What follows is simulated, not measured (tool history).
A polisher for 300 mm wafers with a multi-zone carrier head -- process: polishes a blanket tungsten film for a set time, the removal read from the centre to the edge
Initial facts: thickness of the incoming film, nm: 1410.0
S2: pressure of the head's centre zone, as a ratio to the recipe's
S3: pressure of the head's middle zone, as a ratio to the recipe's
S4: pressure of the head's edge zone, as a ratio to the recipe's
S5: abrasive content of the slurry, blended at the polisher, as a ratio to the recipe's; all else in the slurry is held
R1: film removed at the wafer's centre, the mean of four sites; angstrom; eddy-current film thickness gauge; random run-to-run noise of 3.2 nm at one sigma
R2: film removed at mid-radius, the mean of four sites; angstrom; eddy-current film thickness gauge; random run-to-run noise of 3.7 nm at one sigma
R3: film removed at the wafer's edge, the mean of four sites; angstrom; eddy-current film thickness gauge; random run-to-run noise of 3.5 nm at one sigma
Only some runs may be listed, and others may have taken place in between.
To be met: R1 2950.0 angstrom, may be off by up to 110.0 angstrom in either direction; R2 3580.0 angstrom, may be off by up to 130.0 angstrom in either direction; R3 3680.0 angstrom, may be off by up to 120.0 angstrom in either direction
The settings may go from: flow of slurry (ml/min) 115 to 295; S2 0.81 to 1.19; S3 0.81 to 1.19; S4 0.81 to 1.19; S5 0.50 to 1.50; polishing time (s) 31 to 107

run 1 hour=0.0 | flow_of_slurry_(ml/min)=190 S2=1.00 S3=1.00 S4=1.00 S5=1.00 polishing_time_(s)=69 | R1=4324.0 R2=4363.2 R3=4276.2
run 2 hour=4.0 | flow_of_slurry_(ml/min)=190 S2=1.04 S3=1.00 S4=1.00 S5=1.00 polishing_time_(s)=69 | R1=4576.3 R2=4343.3 R3=4287.0
run 3 hour=11.5 | flow_of_slurry_(ml/min)=165 S2=1.04 S3=1.00 S4=1.00 S5=1.00 polishing_time_(s)=69 | R1=4388.0 R2=4223.0 R3=4170.4
run 4 hour=20.6 | flow_of_slurry_(ml/min)=165 S2=1.04 S3=1.00 S4=0.92 S5=1.00 polishing_time_(s)=69 | R1=4384.0 R2=4302.5 R3=4005.8
run 5 hour=23.9 | flow_of_slurry_(ml/min)=165 S2=1.04 S3=0.92 S4=0.92 S5=1.00 polishing_time_(s)=69 | R1=4473.3 R2=4095.5 R3=3970.6
run 6 hour=31.1 | flow_of_slurry_(ml/min)=165 S2=1.04 S3=0.92 S4=0.92 S5=1.20 polishing_time_(s)=69 | R1=4630.3 R2=4250.6 R3=4224.0
run 7 hour=35.4 | flow_of_slurry_(ml/min)=160 S2=1.00 S3=0.92 S4=0.94 S5=1.15 polishing_time_(s)=68 | R1=4333.0 R2=4117.6 R3=4054.7
run 8 hour=37.7 | flow_of_slurry_(ml/min)=155 S2=0.97 S3=0.94 S4=0.98 S5=1.10 polishing_time_(s)=67 | R1=4085.5 R2=4017.1 R3=4035.1
run 9 hour=42.3 | flow_of_slurry_(ml/min)=150 S2=0.94 S3=0.96 S4=1.01 S5=1.05 polishing_time_(s)=66 | R1=3822.5 R2=3969.9 R3=4041.8
run 10 hour=48.4 | flow_of_slurry_(ml/min)=150 S2=0.94 S3=0.96 S4=1.01 S5=1.05 polishing_time_(s)=66 | R1=3786.6 R2=3996.7 R3=4034.8

Which of these 5 next moves meets every target?
run A hour=54.5 | flow_of_slurry_(ml/min)=140 S2=0.85 S3=0.93 S4=1.16 S5=1.00 polishing_time_(s)=62 | R1=? R2=? R3=?
run B hour=54.5 | flow_of_slurry_(ml/min)=180 S2=0.93 S3=0.97 S4=1.07 S5=1.10 polishing_time_(s)=71 | R1=? R2=? R3=?
run C hour=54.5 | flow_of_slurry_(ml/min)=200 S2=0.86 S3=0.90 S4=1.18 S5=0.90 polishing_time_(s)=61 | R1=? R2=? R3=?
run D hour=54.5 | flow_of_slurry_(ml/min)=130 S2=0.84 S3=0.91 S4=1.14 S5=1.10 polishing_time_(s)=63 | R1=? R2=? R3=?
run E hour=54.5 | flow_of_slurry_(ml/min)=120 S2=0.84 S3=0.99 S4=1.05 S5=0.75 polishing_time_(s)=66 | R1=? R2=? R3=?

move=A R1=3105.3 R2=3607.8 R3=4034.0
move=B R1=4188.4 R2=4517.9 R3=4679.4
move=C R1=3243.0 R2=3632.6 R3=4100.5
move=D R1=3125.3 R2=3640.8 R3=4100.5
move=E R1=2958.3 R2=3613.8 R3=3749.9
A: moves toward the targets from the last run without getting all of them in spec
B: lands further from the targets than the last run did
C: moves toward the targets from the last run without getting all of them in spec
D: moves toward the targets from the last run without getting all of them in spec
E: each result inside its tolerance
Go with E: it meets all targets.

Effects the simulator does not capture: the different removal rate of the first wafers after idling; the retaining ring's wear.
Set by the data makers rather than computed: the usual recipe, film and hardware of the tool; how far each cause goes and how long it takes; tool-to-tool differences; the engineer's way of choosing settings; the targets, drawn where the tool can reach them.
